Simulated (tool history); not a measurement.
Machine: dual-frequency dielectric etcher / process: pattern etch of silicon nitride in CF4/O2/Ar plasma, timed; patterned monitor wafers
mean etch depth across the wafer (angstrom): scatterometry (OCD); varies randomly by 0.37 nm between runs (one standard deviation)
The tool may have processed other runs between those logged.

run  hour  source power (W)  bias power (W)  Ar flow (sccm)  CF4 flow (sccm)  etch time (s)  mean etch depth across the wafer (angstrom)
  1     0               700              51              84              112           92.5                                       2438.1
  2   7.7               700              51              84              103           92.5                                       2408.4
  3  14.5               780              51              84              103           92.5                                       2682.8
  4  15.2               660              46              85              103           92.5                                       2145.7
  5  15.8               660              46              80              103           92.5                                       2174.3
  6  24.8               660              46              80              103           92.5                                         2166

Estimate the outcome of run 7 from the log above:
  7  27.7               520              36              83              102           92.5                                            ?

{"run 7": {"mean etch depth across the wafer (angstrom)": 1477.4}}

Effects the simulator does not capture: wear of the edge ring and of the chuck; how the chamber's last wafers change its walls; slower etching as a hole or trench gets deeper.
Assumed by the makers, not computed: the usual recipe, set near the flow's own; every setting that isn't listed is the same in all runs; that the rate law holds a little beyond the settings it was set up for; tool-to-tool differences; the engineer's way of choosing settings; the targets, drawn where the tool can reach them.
